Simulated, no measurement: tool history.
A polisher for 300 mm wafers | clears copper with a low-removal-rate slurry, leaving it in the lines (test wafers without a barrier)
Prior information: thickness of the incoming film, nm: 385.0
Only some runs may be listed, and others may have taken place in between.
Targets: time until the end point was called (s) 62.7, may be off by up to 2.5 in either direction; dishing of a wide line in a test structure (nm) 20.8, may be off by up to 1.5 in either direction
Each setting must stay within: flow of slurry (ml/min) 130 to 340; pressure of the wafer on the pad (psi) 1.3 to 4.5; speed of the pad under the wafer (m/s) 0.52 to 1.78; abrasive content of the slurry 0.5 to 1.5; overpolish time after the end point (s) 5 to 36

run,hour,flow of slurry (ml/min),pressure of the wafer on the pad (psi),speed of the pad under the wafer (m/s),abrasive content of the slurry,overpolish time after the end point (s),time until the end point was called (s),dishing of a wide line in a test structure (nm)
1,0,220,2.9,1.14,1,18,80.186,28.712
2,4,220,3,1.18,1,14,77.803,27.084
3,12.1,220,3,1.18,1.2,14,72.722,28.103
4,12.8,245,3.2,1.22,0.95,11,70.522,26.601
5,14.1,230,3.3,1.26,0.8,9,70.241,22.784
# hour 17.9: head pressure recalibrated
6,17.9,230,2.7,1.26,0.8,9,92.391,19.202
7,19.6,230,3,1.28,0.75,8,84.548,18.926
8,21.1,240,3.2,1.3,0.7,7,80.113,17.61
9,29.8,240,3.4,1.3,0.7,7,76.074,17.997
10,35.1,245,4.1,1.32,0.7,10,62.691,25.996
11,42.8,245,4.1,1.34,0.7,8,60.758,23.257

Consider the 4 candidate settings below. Which is the only one whose results all fall within their allowed miss of target?
A,50.5,215,3.9,1.6,0.6,5,?,?
B,50.5,230,4.4,1.38,0.7,5,?,?
C,50.5,250,4.2,1.2,0.85,9,?,?
D,50.5,235,4.4,1.34,0.55,7,?,?

move,time until the end point was called (s),dishing of a wide line in a test structure (nm)
A,56.904,17.507
B,55.049,17.969
C,61.075,24.462
D,61.315,20.986
A: pushes the last run's worst result past its target
B: pushes the last run's worst result past its target
C: further off than the last run
D: every result lands within tolerance
D meets every target.
